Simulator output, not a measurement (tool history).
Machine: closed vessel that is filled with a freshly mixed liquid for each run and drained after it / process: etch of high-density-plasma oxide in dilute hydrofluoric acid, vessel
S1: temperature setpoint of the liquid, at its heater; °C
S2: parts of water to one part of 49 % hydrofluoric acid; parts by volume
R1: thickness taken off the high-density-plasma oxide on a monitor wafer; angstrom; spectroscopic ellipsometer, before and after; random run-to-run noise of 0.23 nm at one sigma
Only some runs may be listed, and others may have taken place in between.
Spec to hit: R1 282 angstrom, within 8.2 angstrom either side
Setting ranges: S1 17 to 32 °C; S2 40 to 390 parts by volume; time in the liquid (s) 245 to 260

{"run": 1, "hour": 0.0, "S1": 24, "S2": 215, "time in the liquid (s)": 245, "R1": 72.335}
{"run": 2, "hour": 9.1, "S1": 24, "S2": 175, "time in the liquid (s)": 245, "R1": 93.286}
{"run": 3, "hour": 17.8, "S1": 25, "S2": 155, "time in the liquid (s)": 245, "R1": 109.88}
{"run": 4, "hour": 24.4, "S1": 26, "S2": 140, "time in the liquid (s)": 245, "R1": 129.53}
{"run": 5, "hour": 29.8, "S1": 27, "S2": 130, "time in the liquid (s)": 245, "R1": 148.7}
{"run": 6, "hour": 33.8, "S1": 23.5, "S2": 130, "time in the liquid (s)": 245, "R1": 130.04}
{"run": 7, "hour": 36.0, "S1": 23.5, "S2": 130, "time in the liquid (s)": 245, "R1": 129.66}
{"run": 8, "hour": 38.2, "S1": 24.5, "S2": 120, "time in the liquid (s)": 245, "R1": 148.09}
{"run": 9, "hour": 46.3, "S1": 25.5, "S2": 110, "time in the liquid (s)": 245, "R1": 169.05}
{"run": 10, "hour": 52.3, "S1": 26.5, "S2": 105, "time in the liquid (s)": 245, "R1": 186.18}
{"run": 11, "hour": 60.2, "S1": 27, "S2": 100, "time in the liquid (s)": 245, "R1": 197.33}
{"run": 12, "hour": 62.8, "S1": 27.5, "S2": 100, "time in the liquid (s)": 245, "R1": 203.5}
{"run": 13, "hour": 65.0, "S1": 27.5, "S2": 100, "time in the liquid (s)": 245, "R1": 200.79}
{"run": 14, "hour": 66.2, "S1": 31.5, "S2": 60, "time in the liquid (s)": 245, "R1": 419.15}
{"run": 15, "hour": 75.1, "S1": 31, "S2": 60, "time in the liquid (s)": 245, "R1": 413.09}
{"run": 16, "hour": 78.9, "S1": 30.5, "S2": 60, "time in the liquid (s)": 245, "R1": 398.21}
{"run": 17, "hour": 83.5, "S1": 30, "S2": 60, "time in the liquid (s)": 245, "R1": 398.62}

Pick the move, out of 4, that brings all results within their allowed miss; only one does.
{"run": "A", "hour": 88.1, "S1": 29, "S2": 75, "time in the liquid (s)": 250, "R1": "?"}
{"run": "B", "hour": 88.1, "S1": 31, "S2": 90, "time in the liquid (s)": 250, "R1": "?"}
{"run": "C", "hour": 88.1, "S1": 27.5, "S2": 80, "time in the liquid (s)": 250, "R1": "?"}
{"run": "D", "hour": 88.1, "S1": 24, "S2": 70, "time in the liquid (s)": 260, "R1": "?"}

move=A R1=308.75
move=B R1=271.65
move=C R1=271.15
move=D R1=284.18
A: closer than the last run, but not yet in spec
B: pushes the last run's worst result past its target
C: pushes the last run's worst result past its target
D: all results land within tolerance of their targets
The move that meets every target is D.
